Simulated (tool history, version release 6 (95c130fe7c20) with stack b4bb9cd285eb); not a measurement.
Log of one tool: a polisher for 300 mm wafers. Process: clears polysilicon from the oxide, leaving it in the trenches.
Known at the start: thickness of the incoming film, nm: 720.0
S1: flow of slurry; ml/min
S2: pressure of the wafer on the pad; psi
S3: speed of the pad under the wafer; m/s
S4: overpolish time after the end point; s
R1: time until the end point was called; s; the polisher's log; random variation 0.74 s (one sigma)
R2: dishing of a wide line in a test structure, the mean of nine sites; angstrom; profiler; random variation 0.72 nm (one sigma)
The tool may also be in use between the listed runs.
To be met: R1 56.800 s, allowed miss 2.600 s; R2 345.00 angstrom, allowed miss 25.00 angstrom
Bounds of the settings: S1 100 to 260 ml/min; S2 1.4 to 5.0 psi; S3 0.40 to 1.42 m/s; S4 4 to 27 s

| run | hour | S1 | S2 | S3 | S4 | R1 | R2 |
|---|---|---|---|---|---|---|---|
| 1 | 0.0 | 165 | 3.2 | 0.90 | 14 | 36.192 | 460.92 |
| 2 | 7.1 | 165 | 3.0 | 0.90 | 12 | 37.561 | 443.18 |
| 3 | 14.0 | 165 | 2.8 | 0.90 | 11 | 39.836 | 436.21 |
| 4 | 17.1 | 165 | 2.6 | 0.90 | 10 | 42.299 | 422.62 |
| 5 | 21.9 | 165 | 2.4 | 0.90 | 9 | 45.972 | 409.04 |
|  | 26.0 | slurry nozzle cleaned |
| 6 | 26.0 | 165 | 1.6 | 0.90 | 9 | 62.668 | 372.98 |
| 7 | 27.1 | 165 | 1.6 | 0.92 | 8 | 61.376 | 367.50 |
| 8 | 35.9 | 165 | 1.6 | 0.94 | 7 | 60.335 | 365.69 |
| 9 | 38.5 | 165 | 1.6 | 0.96 | 7 | 59.454 | 353.66 |

4 next moves are on the table. One of them brings every result within its allowed miss. Which?
| A | 41.1 | 190 | 1.4 | 1.00 | 7 | ? | ? |
| B | 41.1 | 200 | 2.0 | 0.80 | 6 | ? | ? |
| C | 41.1 | 170 | 2.4 | 0.58 | 10 | ? | ? |
| D | 41.1 | 185 | 2.0 | 0.70 | 7 | ? | ? |

| move | R1 | R2 |
|---|---|---|
| A | 63.406 | 354.91 |
| B | 56.088 | 350.06 |
| C | 61.691 | 406.28 |
| D | 62.466 | 357.18 |
A: further off than the last run
B: meets every target
C: further off than the last run
D: further off than the last run
Move B is the one to make.
